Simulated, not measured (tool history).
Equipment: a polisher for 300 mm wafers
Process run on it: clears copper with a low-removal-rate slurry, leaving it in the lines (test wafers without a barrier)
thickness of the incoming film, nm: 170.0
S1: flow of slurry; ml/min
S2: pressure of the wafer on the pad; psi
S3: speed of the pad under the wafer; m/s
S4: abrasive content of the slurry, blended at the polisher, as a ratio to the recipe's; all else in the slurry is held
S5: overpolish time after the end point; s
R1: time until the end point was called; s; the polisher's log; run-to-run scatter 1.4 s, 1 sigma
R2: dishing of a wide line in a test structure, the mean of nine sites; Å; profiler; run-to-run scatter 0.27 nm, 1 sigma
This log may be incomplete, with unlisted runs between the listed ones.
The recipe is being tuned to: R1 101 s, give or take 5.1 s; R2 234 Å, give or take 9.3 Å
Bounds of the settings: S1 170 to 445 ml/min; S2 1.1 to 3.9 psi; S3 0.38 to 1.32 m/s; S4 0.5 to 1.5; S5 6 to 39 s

Run 1, hour 0: S1 285 ml/min, S2 2.5 psi, S3 0.84 m/s, S4 1, S5 20 s. Result: R1 73.416 s, R2 239.41 Å.
Run 2, hour 7.3: S1 285 ml/min, S2 2.5 psi, S3 0.84 m/s, S4 1.2, S5 20 s. Result: R1 70.791 s, R2 240.49 Å.
Run 3, hour 16.3: S1 285 ml/min, S2 2.4 psi, S3 0.84 m/s, S4 1.2, S5 21 s. Result: R1 74.473 s, R2 231.83 Å.
Run 4, hour 17.6: S1 280 ml/min, S2 2.3 psi, S3 0.84 m/s, S4 1.2, S5 22 s. Result: R1 77.946 s, R2 237.02 Å.
Run 5, hour 23.2: S1 280 ml/min, S2 2.3 psi, S3 0.84 m/s, S4 1.2, S5 30 s. Result: R1 76.945 s, R2 278.38 Å.
Run 6, hour 31.3: S1 245 ml/min, S2 2.3 psi, S3 0.84 m/s, S4 1.2, S5 30 s. Result: R1 78.759 s, R2 275.38 Å.
Run 7, hour 33.1: S1 245 ml/min, S2 2.2 psi, S3 0.84 m/s, S4 1.2, S5 30 s. Result: R1 81.286 s, R2 265.16 Å.
Run 8, hour 38.2: S1 245 ml/min, S2 2.1 psi, S3 0.84 m/s, S4 1.2, S5 30 s. Result: R1 83.947 s, R2 262.91 Å.
Run 9, hour 46.3: S1 245 ml/min, S2 2 psi, S3 0.84 m/s, S4 1.2, S5 30 s. Result: R1 90.624 s, R2 256.59 Å.
Run 10, hour 47.5: S1 245 ml/min, S2 2 psi, S3 0.84 m/s, S4 1.2, S5 30 s. Result: R1 89.508 s, R2 257.55 Å.

Below are 5 possible settings for the next run. Only one of them brings all results inside the allowed miss of their targets. Which is it?
Run A, hour 48.7: S1 260 ml/min, S2 2.2 psi, S3 0.82 m/s, S4 1.1, S5 26 s. Result: R1 ?, R2 ?.
Run B, hour 48.7: S1 345 ml/min, S2 1.6 psi, S3 0.72 m/s, S4 1.45, S5 37 s. Result: R1 ?, R2 ?.
Run C, hour 48.7: S1 240 ml/min, S2 2.3 psi, S3 0.9 m/s, S4 1.3, S5 18 s. Result: R1 ?, R2 ?.
Run D, hour 48.7: S1 225 ml/min, S2 2.1 psi, S3 0.72 m/s, S4 1.2, S5 38 s. Result: R1 ?, R2 ?.
Run E, hour 48.7: S1 180 ml/min, S2 1.7 psi, S3 0.94 m/s, S4 0.9, S5 29 s. Result: R1 ?, R2 ?.

move      R1      R2
   A  86.289  247.31
   B  124.25  240.37
   C  74.492  218.79
   D  102.98  272.09
   E  104.75  232.32
A: lands further from the targets than the last run did
B: gets the furthest-off result to its target, but another result is out of tolerance
C: carries the result that was furthest off beyond its target, to the other side
D: lands further from the targets than the last run did
E: all results land within tolerance of their targets
E is the move that brings every result within its allowed miss.
